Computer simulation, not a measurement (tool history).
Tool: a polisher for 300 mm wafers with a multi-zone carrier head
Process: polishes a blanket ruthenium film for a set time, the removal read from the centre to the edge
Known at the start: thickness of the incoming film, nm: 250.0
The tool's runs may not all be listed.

run	hour	flow of slurry (ml/min)	pressure of the head's centre zone	pressure of the head's middle zone	pressure of the head's edge zone	polishing time (s)	film removed at the wafer's centre (Å)	film removed at mid-radius (Å)	film removed at the wafer's edge (Å)
1	0.0	175	1.00	1.00	1.00	75	535.22	533.66	558.78
2	1.5	175	1.00	1.00	0.95	75	525.78	542.73	538.07
3	7.7	175	1.00	1.05	0.95	75	523.72	548.77	535.28
4	9.8	165	0.99	1.03	0.94	72	496.31	522.55	505.29
5	18.5	185	0.99	1.03	0.94	72	510.22	535.78	523.01
6	23.6	170	0.98	1.01	0.93	70	482.39	501.11	489.05
7	25.5	160	0.96	0.98	0.92	69	457.88	475.40	473.49

Run 8 comes next. What will it give?
8	33.7	150	0.95	0.96	0.90	69	?	?	?

film removed at the wafer's centre (Å): 442.47
film removed at mid-radius (Å): 463.06
film removed at the wafer's edge (Å): 468.92

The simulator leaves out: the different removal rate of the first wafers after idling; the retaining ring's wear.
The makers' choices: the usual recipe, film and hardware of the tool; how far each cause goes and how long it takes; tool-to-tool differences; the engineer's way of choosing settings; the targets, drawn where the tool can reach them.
